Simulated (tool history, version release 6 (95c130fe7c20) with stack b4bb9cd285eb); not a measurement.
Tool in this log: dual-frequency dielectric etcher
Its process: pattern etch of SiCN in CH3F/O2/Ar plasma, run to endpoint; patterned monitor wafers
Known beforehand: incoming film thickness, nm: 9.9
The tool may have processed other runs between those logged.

run 1 day=0.000 | source_power_(kW)=0.360 bias_power_(kW)=0.088 | endpoint_time_(s)=24.893
run 2 day=0.108 | source_power_(kW)=0.350 bias_power_(kW)=0.087 | endpoint_time_(s)=25.499
run 3 day=0.421 | source_power_(kW)=0.340 bias_power_(kW)=0.086 | endpoint_time_(s)=25.791
run 4 day=0.483 | source_power_(kW)=0.340 bias_power_(kW)=0.101 | endpoint_time_(s)=24.433
run 5 day=0.792 | source_power_(kW)=0.340 bias_power_(kW)=0.090 | endpoint_time_(s)=25.383
run 6 day=1.042 | source_power_(kW)=0.330 bias_power_(kW)=0.089 | endpoint_time_(s)=25.790

Predict the results of run 7:
run 7 day=1.062 | source_power_(kW)=0.320 bias_power_(kW)=0.088 | endpoint_time_(s)=?

Run 7 came out at endpoint time (s) 26.094.
